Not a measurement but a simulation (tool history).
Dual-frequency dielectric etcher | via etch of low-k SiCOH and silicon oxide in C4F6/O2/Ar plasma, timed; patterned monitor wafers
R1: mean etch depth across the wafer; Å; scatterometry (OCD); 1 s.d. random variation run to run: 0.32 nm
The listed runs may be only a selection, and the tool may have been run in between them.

Run 1, hour 0.0: source power (W) 410, bias power (W) 168, etch time (s) 42. Result: R1 1180.9 Å.
Run 2, hour 4.1: source power (W) 430, bias power (W) 169, etch time (s) 42. Result: R1 1206.7 Å.
Run 3, hour 6.8: source power (W) 430, bias power (W) 140, etch time (s) 42. Result: R1 1144.7 Å.
Run 4, hour 12.9: source power (W) 460, bias power (W) 141, etch time (s) 42. Result: R1 1187.8 Å.
Run 5, hour 21.2: source power (W) 480, bias power (W) 142, etch time (s) 42. Result: R1 1215.9 Å.
Run 6, hour 27.6: source power (W) 490, bias power (W) 143, etch time (s) 42. Result: R1 1228.9 Å.
Run 7, hour 35.7: source power (W) 500, bias power (W) 143, etch time (s) 42. Result: R1 1243.0 Å.
Run 8, hour 40.1: source power (W) 510, bias power (W) 143, etch time (s) 42. Result: R1 1256.1 Å.
Run 9, hour 48.0: source power (W) 510, bias power (W) 143, etch time (s) 42. Result: R1 1252.6 Å.

Run 10 comes next. What will it give?
Run 10, hour 53.3: source power (W) 520, bias power (W) 143, etch time (s) 42. Result: R1 ?.

R1: 1268.8 Å
